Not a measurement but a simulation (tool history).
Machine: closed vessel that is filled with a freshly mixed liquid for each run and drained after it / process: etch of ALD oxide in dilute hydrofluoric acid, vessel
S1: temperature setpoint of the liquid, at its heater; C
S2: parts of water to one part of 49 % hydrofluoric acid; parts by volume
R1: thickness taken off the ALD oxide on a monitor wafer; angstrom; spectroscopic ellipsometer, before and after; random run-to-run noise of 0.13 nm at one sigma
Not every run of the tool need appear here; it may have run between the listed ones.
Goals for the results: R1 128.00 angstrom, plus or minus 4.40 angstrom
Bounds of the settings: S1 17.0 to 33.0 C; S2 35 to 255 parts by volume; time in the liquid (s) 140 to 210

{"run": 1, "hour": 0.0, "S1": 25.0, "S2": 145, "time in the liquid (s)": 210, "R1": 165.46}
{"run": 2, "hour": 5.6, "S1": 26.5, "S2": 145, "time in the liquid (s)": 210, "R1": 175.59}
{"run": 3, "hour": 7.3, "S1": 26.5, "S2": 145, "time in the liquid (s)": 210, "R1": 172.55}
{"run": 4, "hour": 15.3, "S1": 26.5, "S2": 145, "time in the liquid (s)": 140, "R1": 114.97}
{"run": 5, "hour": 22.4, "S1": 26.5, "S2": 115, "time in the liquid (s)": 140, "R1": 149.11}
{"run": 6, "hour": 29.1, "S1": 26.5, "S2": 70, "time in the liquid (s)": 140, "R1": 262.22}
{"run": 7, "hour": 35.9, "S1": 26.0, "S2": 90, "time in the liquid (s)": 140, "R1": 198.81}
{"run": 8, "hour": 38.8, "S1": 24.5, "S2": 100, "time in the liquid (s)": 140, "R1": 163.58}
{"run": 9, "hour": 42.5, "S1": 23.5, "S2": 100, "time in the liquid (s)": 140, "R1": 156.21}

Exactly one of the 5 candidate moves below puts every result within its allowed miss. Which one?
{"run": "A", "hour": 46.2, "S1": 24.0, "S2": 115, "time in the liquid (s)": 175, "R1": "?"}
{"run": "B", "hour": 46.2, "S1": 22.0, "S2": 115, "time in the liquid (s)": 140, "R1": "?"}
{"run": "C", "hour": 46.2, "S1": 23.0, "S2": 100, "time in the liquid (s)": 170, "R1": "?"}
{"run": "D", "hour": 46.2, "S1": 23.5, "S2": 115, "time in the liquid (s)": 145, "R1": "?"}
{"run": "E", "hour": 46.2, "S1": 24.0, "S2": 115, "time in the liquid (s)": 140, "R1": "?"}

move=A R1=172.86
move=B R1=127.77
move=C R1=188.98
move=D R1=140.44
move=E R1=138.28
A: its largest miss is bigger than the last run's
B: every result lands within tolerance
C: its largest miss is bigger than the last run's
D: nearer than the last run, and not there yet
E: nearer than the last run, and not there yet
So the answer is move B, the one that meets all the targets.
